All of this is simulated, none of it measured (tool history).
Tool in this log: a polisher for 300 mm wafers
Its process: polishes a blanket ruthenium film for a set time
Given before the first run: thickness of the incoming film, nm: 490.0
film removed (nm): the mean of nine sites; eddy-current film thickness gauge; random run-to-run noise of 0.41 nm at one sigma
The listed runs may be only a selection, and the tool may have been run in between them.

run  hour  flow of slurry (ml/min)  pressure of the wafer on the pad (kPa)  speed of the pad under the wafer (cm/s)  polishing time (s)  film removed (nm)
  1   0.0                      320                                    17.9                                      118                  70            139.680
  2   3.9                      320                                    17.9                                      118                  70            142.180
  3   6.8                      380                                    17.9                                      118                  70            142.880
  4   8.1                      380                                    16.5                                      112                  70            125.410
  5  11.5                      380                                    15.2                                      108                  70            112.800
  6  12.8                      380                                    14.5                                      104                  70            101.510
  7  14.4                      380                                    13.8                                      102                  70             97.037

What does the tool deliver on the next run?
  8  20.3                      380                                    13.1                                       98                  70                  ?

film removed (nm): 87.519
